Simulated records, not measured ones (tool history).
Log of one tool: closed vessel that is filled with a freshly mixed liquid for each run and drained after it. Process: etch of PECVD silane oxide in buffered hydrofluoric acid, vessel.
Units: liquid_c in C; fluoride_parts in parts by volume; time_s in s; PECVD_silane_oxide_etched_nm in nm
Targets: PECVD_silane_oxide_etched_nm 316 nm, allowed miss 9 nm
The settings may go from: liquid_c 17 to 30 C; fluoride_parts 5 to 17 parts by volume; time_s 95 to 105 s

run	day	liquid_c	fluoride_parts	time_s	PECVD_silane_oxide_etched_nm
1	0	22	10.5	95	242.75
2	0.183	19	10.5	95	204.3
3	0.221	20	10.5	95	215.67
4	0.488	20	10.5	105	238.24
5	0.721	20.5	10.5	105	245.29
6	1.05	21	10.5	105	252.3
7	1.367	21.5	10.5	105	259.15
8	1.621	22	10.5	105	265.84
9	1.829	22.5	10.5	105	274.14
10	1.971	23	10.5	105	281.08
11	2.188	23.5	10.5	105	290.52
12	2.429	24.5	10.5	105	305.49

Which of these 4 next moves meets every target?
A	2.671	25	10.5	105	?
B	2.671	29.5	13	95	?
C	2.671	26	11.5	100	?
D	2.671	24	9	95	?

move	PECVD_silane_oxide_etched_nm
A	314.87
B	294.15
C	289.66
D	302.31
A: meets every target
B: further off than the last run
C: further off than the last run
D: further off than the last run
Answer: A
